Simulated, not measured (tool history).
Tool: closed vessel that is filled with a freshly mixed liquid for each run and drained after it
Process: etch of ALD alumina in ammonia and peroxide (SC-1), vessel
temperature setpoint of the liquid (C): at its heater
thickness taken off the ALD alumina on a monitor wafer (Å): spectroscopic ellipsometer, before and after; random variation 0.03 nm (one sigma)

| run | hour | temperature setpoint of the liquid (C) | parts of 29 % ammonia solution to one part of 30 % peroxide (parts by volume) | time in the liquid (s) | thickness taken off the ALD alumina on a monitor wafer (Å) |
|---|---|---|---|---|---|
| 1 | 0.0 | 53.0 | 0.9 | 110 | 67.953 |
| 2 | 1.2 | 56.5 | 0.9 | 110 | 82.400 |
| 3 | 8.6 | 56.5 | 1.2 | 110 | 83.260 |
| 4 | 16.7 | 62.0 | 1.2 | 110 | 113.540 |
| 5 | 21.3 | 59.0 | 1.2 | 110 | 96.688 |
| 6 | 23.7 | 53.0 | 1.2 | 110 | 69.199 |

Run 7 comes next. What will it give?
| 7 | 32.6 | 51.5 | 1.2 | 110 | ? |

Run 7 gave thickness taken off the ALD alumina on a monitor wafer (Å) 66.048.
